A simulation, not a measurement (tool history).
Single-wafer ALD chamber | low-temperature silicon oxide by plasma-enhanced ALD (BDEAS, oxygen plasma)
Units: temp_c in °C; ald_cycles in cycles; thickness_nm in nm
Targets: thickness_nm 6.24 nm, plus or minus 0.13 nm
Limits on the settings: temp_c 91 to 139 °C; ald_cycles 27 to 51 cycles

run 1 hour=0 | temp_c=115 ald_cycles=39 | thickness_nm=5.1136
run 2 hour=7.5 | temp_c=114 ald_cycles=41 | thickness_nm=5.3937
run 3 hour=15.5 | temp_c=121 ald_cycles=41 | thickness_nm=5.3119
run 4 hour=16.4 | temp_c=120 ald_cycles=42 | thickness_nm=5.4578
run 5 hour=23.2 | temp_c=119 ald_cycles=43 | thickness_nm=5.5979
run 6 hour=25.6 | temp_c=119 ald_cycles=40 | thickness_nm=5.192
run 7 hour=31.1 | temp_c=117 ald_cycles=42 | thickness_nm=5.5075
run 8 hour=38 | temp_c=115 ald_cycles=43 | thickness_nm=5.6235
run 9 hour=46.1 | temp_c=115 ald_cycles=44 | thickness_nm=5.7675
run 10 hour=52.8 | temp_c=115 ald_cycles=45 | thickness_nm=5.8885
run 11 hour=57.2 | temp_c=115 ald_cycles=46 | thickness_nm=6.0386

Next run, 4 choices. One meets every target within its allowed miss, the rest don't. Which?
run A hour=61.6 | temp_c=122 ald_cycles=50 | thickness_nm=?
run B hour=61.6 | temp_c=107 ald_cycles=47 | thickness_nm=?
run C hour=61.6 | temp_c=112 ald_cycles=50 | thickness_nm=?
run D hour=61.6 | temp_c=111 ald_cycles=50 | thickness_nm=?

move=A thickness_nm=6.4585
move=B thickness_nm=6.2665
move=C thickness_nm=6.5972
move=D thickness_nm=6.611
A: moves the result that the last run missed by most past its target, out the other side
B: in spec on every target
C: moves the result that the last run missed by most past its target, out the other side
D: moves the result that the last run missed by most past its target, out the other side
Move B is the one to make.

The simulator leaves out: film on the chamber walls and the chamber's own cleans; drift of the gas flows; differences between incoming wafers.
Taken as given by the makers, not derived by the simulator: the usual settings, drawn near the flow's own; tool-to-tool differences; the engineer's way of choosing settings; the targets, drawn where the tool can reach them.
